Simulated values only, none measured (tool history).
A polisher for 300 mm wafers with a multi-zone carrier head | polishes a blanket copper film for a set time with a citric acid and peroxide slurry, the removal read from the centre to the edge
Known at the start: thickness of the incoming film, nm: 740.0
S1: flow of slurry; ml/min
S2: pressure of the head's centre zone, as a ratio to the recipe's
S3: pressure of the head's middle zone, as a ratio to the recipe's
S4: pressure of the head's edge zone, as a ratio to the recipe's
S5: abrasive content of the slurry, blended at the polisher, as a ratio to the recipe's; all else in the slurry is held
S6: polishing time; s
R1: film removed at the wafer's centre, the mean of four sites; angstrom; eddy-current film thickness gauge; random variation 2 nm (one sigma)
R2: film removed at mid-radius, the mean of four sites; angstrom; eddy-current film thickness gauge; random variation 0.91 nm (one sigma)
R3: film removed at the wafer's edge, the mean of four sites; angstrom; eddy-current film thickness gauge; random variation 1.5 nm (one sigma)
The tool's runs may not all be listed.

run,hour,S1,S2,S3,S4,S5,S6,R1,R2,R3
1,0,255,1,1,1,1,59,1652.1,1688.7,1795.8
2,6.4,255,1,1.07,1,1,59,1622.7,1767,1800.1
3,12.8,250,1,1.04,0.96,0.85,57,1555.6,1625.8,1620.8
4,15.8,250,1,1.04,0.96,0.85,65,1774.4,1853.6,1878.2
5,18.9,245,0.98,1,0.94,0.75,62,1608.4,1656.4,1713.4
6,25.4,245,0.98,0.92,0.94,0.75,62,1593.4,1557.8,1732.4
7,30.7,245,0.98,0.92,0.91,0.7,60,1532.4,1489,1610.1
8,33.5,245,0.98,0.92,0.89,0.65,59,1475,1439.9,1558.1
9,42.1,240,0.99,0.92,0.87,0.6,58,1439.4,1380.7,1524.6
10,44.3,260,1,0.94,0.85,0.6,56,1447.3,1377.9,1443.2
11,51.2,260,1,0.94,0.84,0.55,55,1399.8,1318.3,1410.6
12,54.7,260,1,0.95,0.83,0.55,55,1351.8,1334.5,1397.9
13,59.2,265,1.01,0.95,0.83,0.55,55,1404,1338.9,1356
14,60.9,260,1.01,0.95,0.83,0.55,55,1393.9,1332.6,1377.6

The next listed run, before its measurement:
15,66.3,255,1.01,0.95,0.82,0.55,55,?,?,?

Run 15 gave R1 1372 angstrom, R2 1334.4 angstrom, R3 1367.6 angstrom.
